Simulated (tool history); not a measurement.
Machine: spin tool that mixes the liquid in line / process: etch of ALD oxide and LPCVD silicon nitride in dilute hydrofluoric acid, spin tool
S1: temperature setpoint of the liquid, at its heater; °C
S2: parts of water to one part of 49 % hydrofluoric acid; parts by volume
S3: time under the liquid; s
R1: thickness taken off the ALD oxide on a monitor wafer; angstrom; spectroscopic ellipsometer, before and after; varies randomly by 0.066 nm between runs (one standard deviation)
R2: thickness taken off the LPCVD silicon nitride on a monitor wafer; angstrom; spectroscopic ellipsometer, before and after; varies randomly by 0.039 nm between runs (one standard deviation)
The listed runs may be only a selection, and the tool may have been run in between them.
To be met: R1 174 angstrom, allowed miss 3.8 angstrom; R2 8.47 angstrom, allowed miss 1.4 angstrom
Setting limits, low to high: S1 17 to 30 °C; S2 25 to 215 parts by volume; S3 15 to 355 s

run	day	S1	S2	S3	R1	R2
1	0	22	120	180	147.88	8.868
2	0.279	23.5	120	180	156.88	8.9119
3	0.496	23.5	155	180	117.23	6.7828
4	0.758	23.5	200	180	85.965	4.9158
5	1.021	25	180	180	103.63	6.2151
# day 1.35: thermometer replaced
6	1.35	25	150	180	118.99	6.8668
7	1.679	25	135	180	134.23	7.7053
8	1.925	26	125	180	151.99	8.7172
9	2.179	27	120	180	165.98	9.3275
10	2.442	27.5	120	180	168.14	10.735

Which one of the following 4 next-run settings gets every result inside its allowed miss? There is exactly one.
A	2.704	20	130	290	?	?
B	2.704	27	125	190	?	?
C	2.704	23	120	210	?	?
D	2.704	21.5	105	200	?	?

move	R1	R2
A	184.34	9.5474
B	166.04	10.278
C	164.81	9.1312
D	171.92	8.9742
A: brings the last run's worst result on target, with another outside its allowed miss
B: further off than the last run
C: brings the last run's worst result on target, with another outside its allowed miss
D: hits every target within its allowed miss
D is the move that brings every result within its allowed miss.
